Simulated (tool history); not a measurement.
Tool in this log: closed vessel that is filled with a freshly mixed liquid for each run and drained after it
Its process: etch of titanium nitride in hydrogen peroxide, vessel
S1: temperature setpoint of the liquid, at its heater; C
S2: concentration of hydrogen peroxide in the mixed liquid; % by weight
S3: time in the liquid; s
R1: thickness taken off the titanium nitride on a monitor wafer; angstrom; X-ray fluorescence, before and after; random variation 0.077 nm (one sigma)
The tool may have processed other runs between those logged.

| run | hour | S1 | S2 | S3 | R1 |
|---|---|---|---|---|---|
| 1 | 0.0 | 46.0 | 24.0 | 225 | 62.339 |
| 2 | 4.1 | 47.0 | 24.0 | 225 | 67.551 |
| 3 | 7.7 | 47.0 | 24.0 | 245 | 73.548 |
| 4 | 14.6 | 47.5 | 24.0 | 245 | 76.438 |
| 5 | 21.3 | 47.5 | 24.0 | 225 | 70.412 |
| 6 | 22.8 | 47.5 | 21.5 | 225 | 68.303 |
| 7 | 28.4 | 48.0 | 21.5 | 225 | 70.324 |
| 8 | 29.9 | 48.5 | 21.5 | 225 | 72.549 |

Forecast run 9:
| 9 | 38.2 | 49.0 | 21.5 | 225 | ? |

{"run 9": {"R1": 75.603}}
